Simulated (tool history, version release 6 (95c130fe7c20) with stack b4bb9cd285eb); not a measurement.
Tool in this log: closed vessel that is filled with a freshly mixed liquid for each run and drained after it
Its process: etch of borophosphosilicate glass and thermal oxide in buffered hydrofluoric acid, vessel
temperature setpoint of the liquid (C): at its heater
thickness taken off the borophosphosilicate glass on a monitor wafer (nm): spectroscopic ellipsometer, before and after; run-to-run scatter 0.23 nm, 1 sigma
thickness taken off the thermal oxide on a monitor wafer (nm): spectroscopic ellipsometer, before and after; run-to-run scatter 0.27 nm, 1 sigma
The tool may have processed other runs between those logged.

| run | hour | temperature setpoint of the liquid (C) | parts of 40 % ammonium fluoride to one part of 49 % hydrofluoric acid (parts by volume) | time in the liquid (s) | thickness taken off the borophosphosilicate glass on a monitor wafer (nm) | thickness taken off the thermal oxide on a monitor wafer (nm) |
|---|---|---|---|---|---|---|
| 1 | 0 | 23 | 10.5 | 60 | 71.079 | 56.654 |
| 2 | 3.8 | 25 | 10.5 | 60 | 78.179 | 62.413 |
| 3 | 7.6 | 25 | 10.5 | 85 | 111.13 | 87.96 |
| 4 | 8.2 | 25 | 10.5 | 65 | 85.124 | 68.195 |
| 5 | 9.4 | 23 | 10.5 | 65 | 76.811 | 60.581 |
| 6 | 15.6 | 21.5 | 11 | 65 | 67.498 | 53.643 |
| 7 | 16.4 | 20 | 11 | 65 | 62.422 | 49.399 |

Run 8 has not been measured yet. What should we expect?
| 8 | 22 | 19 | 11 | 65 | ? | ? |

thickness taken off the borophosphosilicate glass on a monitor wafer (nm): 58.759
thickness taken off the thermal oxide on a monitor wafer (nm): 46.572

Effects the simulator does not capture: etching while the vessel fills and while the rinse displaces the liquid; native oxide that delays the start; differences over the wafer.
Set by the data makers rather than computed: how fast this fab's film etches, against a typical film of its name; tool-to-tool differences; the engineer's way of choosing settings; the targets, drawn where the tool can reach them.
